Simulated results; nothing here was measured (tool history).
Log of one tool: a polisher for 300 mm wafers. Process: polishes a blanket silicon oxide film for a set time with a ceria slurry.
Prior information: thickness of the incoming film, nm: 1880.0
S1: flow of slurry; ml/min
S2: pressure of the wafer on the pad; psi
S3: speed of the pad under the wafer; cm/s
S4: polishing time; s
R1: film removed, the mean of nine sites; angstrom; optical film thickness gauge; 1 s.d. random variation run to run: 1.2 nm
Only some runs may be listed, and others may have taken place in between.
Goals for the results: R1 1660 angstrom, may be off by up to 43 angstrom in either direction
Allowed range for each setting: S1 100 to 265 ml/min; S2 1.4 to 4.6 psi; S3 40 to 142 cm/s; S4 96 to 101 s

run  hour   S1   S2  S3  S4      R1
  1     0  170    3  90  96  3180.7
  2   1.6  170    3  78  96  2867.6
  3   7.7  190    3  78  96  2853.6
  4  15.2  190    3  96  96  3399.2
  5  22.9  190  2.6  92  96  2912.1
  6  24.2  190  2.3  88  96  2466.8
  7    33  150  1.5  86  96  1522.8
  8    41  190  1.5  86  96  1597.3
  9  43.8  195  1.5  86  96  1589.5

Which single option among these 5 for the next run brings every result within its allowed miss of target? Just one does.
  A  46.6  265  1.5  78   96   ?
  B  46.6  195  1.9  64   96   ?
  C  46.6  205  1.5  92   99   ?
  D  46.6  210  1.4  94   97   ?
  E  46.6  185  1.6  88  100   ?

move      R1
   A  1519.5
   B    1560
   C  1743.2
   D  1635.5
   E  1775.6
A: misses by more than the last run did
B: misses by more than the last run did
C: pushes the last run's worst result past its target
D: hits every target within its allowed miss
E: pushes the last run's worst result past its target
Go with D: it meets all targets.

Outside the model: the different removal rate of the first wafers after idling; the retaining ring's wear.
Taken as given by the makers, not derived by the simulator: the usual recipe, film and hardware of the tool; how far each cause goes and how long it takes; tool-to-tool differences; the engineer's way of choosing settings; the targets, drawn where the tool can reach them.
